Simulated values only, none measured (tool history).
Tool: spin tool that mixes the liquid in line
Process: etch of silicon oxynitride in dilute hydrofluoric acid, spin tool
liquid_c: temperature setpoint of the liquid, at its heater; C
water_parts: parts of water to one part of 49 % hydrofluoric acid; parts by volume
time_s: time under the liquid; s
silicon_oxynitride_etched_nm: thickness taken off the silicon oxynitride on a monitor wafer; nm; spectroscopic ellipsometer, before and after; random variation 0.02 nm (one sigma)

run 1 day=0.000 | liquid_c=25.0 water_parts=300 time_s=295 | silicon_oxynitride_etched_nm=2.3005
run 2 day=0.025 | liquid_c=25.0 water_parts=300 time_s=295 | silicon_oxynitride_etched_nm=2.2550
run 3 day=0.246 | liquid_c=25.0 water_parts=300 time_s=295 | silicon_oxynitride_etched_nm=2.1690
run 4 day=0.421 | liquid_c=26.5 water_parts=300 time_s=295 | silicon_oxynitride_etched_nm=2.4182
run 5 day=0.488 | liquid_c=24.5 water_parts=300 time_s=295 | silicon_oxynitride_etched_nm=2.1816
run 6 day=0.642 | liquid_c=23.0 water_parts=325 time_s=295 | silicon_oxynitride_etched_nm=1.9006
run 7 day=0.888 | liquid_c=22.0 water_parts=350 time_s=295 | silicon_oxynitride_etched_nm=1.6232
run 8 day=1.058 | liquid_c=21.0 water_parts=365 time_s=295 | silicon_oxynitride_etched_nm=1.5594
run 9 day=1.383 | liquid_c=20.5 water_parts=385 time_s=295 | silicon_oxynitride_etched_nm=1.3292

Run 10 comes next. What will it give?
run 10 day=1.433 | liquid_c=20.0 water_parts=395 time_s=295 | silicon_oxynitride_etched_nm=?

silicon_oxynitride_etched_nm: 1.3564 nm
